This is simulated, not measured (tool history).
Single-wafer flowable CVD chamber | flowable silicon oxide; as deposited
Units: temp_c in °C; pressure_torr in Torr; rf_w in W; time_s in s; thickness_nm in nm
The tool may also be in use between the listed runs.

| run | day | temp_c | pressure_torr | rf_w | time_s | thickness_nm |
|---|---|---|---|---|---|---|
| 1 | 0.000 | 95 | 0.687 | 1575 | 680 | 381.00 |
| 2 | 0.112 | 95 | 0.687 | 1575 | 680 | 378.52 |
| 3 | 0.371 | 95 | 0.687 | 1575 | 701 | 391.57 |
| 4 | 0.583 | 95 | 0.687 | 1380 | 701 | 371.03 |
| 5 | 0.667 | 92 | 0.688 | 1380 | 701 | 409.81 |
| 6 | 0.758 | 92 | 0.688 | 1160 | 701 | 377.52 |
| 7 | 0.858 | 80 | 0.693 | 1160 | 701 | 524.41 |
| 8 | 1.125 | 79 | 0.693 | 1160 | 701 | 541.66 |
| 9 | 1.346 | 79 | 0.693 | 1160 | 701 | 537.41 |
| 10 | 1.525 | 78 | 0.693 | 1160 | 701 | 554.65 |

The next listed run, before its measurement:
| 11 | 1.633 | 77 | 0.693 | 1160 | 701 | ? |

Run 11 gave thickness_nm 561.39 nm.
